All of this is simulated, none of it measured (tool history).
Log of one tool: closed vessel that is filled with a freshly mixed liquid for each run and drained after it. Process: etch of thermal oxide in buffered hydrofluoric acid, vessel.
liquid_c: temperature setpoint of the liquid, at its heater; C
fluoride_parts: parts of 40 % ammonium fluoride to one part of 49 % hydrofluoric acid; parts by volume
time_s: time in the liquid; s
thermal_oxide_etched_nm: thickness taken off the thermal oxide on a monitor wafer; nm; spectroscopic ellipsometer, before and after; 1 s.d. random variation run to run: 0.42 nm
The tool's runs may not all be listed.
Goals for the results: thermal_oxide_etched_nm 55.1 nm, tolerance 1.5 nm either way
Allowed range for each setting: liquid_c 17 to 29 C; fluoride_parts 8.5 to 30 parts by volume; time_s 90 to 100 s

run  hour  liquid_c  fluoride_parts  time_s  thermal_oxide_etched_nm
  1     0        21            23.5      90                   39.501
  2   6.2      23.5            23.5      90                   45.396
  3   9.5        24            23.5      90                   46.754
  4  12.9        24            23.5     100                   52.285
  5    21        24            23.5      90                   47.137
  6  28.1        24              30      90                   39.033
  7  29.6        25            29.5      90                   43.011
  8  32.6        26            29.5      90                   44.533
  9  41.2        26            29.5      90                   44.886
 10  44.2      26.5              29      90                    47.19

Pick the move, out of 5, that brings all results within their allowed miss; only one does.
  A  47.2        27            28.5      90                        ?
  B  47.2        28              27     100                        ?
  C  47.2        27            27.5      95                        ?
  D  47.2        27              30      90                        ?
  E  47.2        28            27.5      95                        ?

move  thermal_oxide_etched_nm
   A                   48.664
   B                   59.269
   C                   52.644
   D                   46.978
   E                     55.6
A: gains on the last run, yet a result remains outside its allowed miss
B: carries the result that was furthest off beyond its target, to the other side
C: gains on the last run, yet a result remains outside its allowed miss
D: neither nearer nor further off than the last run
E: meets every target
E meets every target.
